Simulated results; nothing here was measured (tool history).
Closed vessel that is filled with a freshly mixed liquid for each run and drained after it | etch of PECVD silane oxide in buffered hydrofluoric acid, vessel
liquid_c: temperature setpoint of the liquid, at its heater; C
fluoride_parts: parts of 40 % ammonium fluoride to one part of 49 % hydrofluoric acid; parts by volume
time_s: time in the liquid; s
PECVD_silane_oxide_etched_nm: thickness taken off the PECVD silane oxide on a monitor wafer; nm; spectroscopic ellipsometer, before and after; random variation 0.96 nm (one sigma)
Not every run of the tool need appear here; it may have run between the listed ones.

run,hour,liquid_c,fluoride_parts,time_s,PECVD_silane_oxide_etched_nm
1,0,24,17,95,145.33
2,9.1,24,17,95,144.51
3,17.1,24,17,95,144.87
4,24.2,26.5,16,95,176.64
5,30.7,26.5,19.5,95,144.63
6,35,26.5,23,95,127.83
7,40.5,28,20,95,153.37
8,48,29,17.5,95,183.69
9,57.3,30,16,95,211.32
10,58.6,30.5,15,95,232.61
11,63.7,31,14.5,95,245.8
# hour 70.1: thermometer replaced
12,70.1,31.5,14,95,236.86
13,76.7,31.5,14,95,234.57

What does the tool deliver on the next run?
14,79.1,32,11,95,?

PECVD_silane_oxide_etched_nm: 304.92 nm
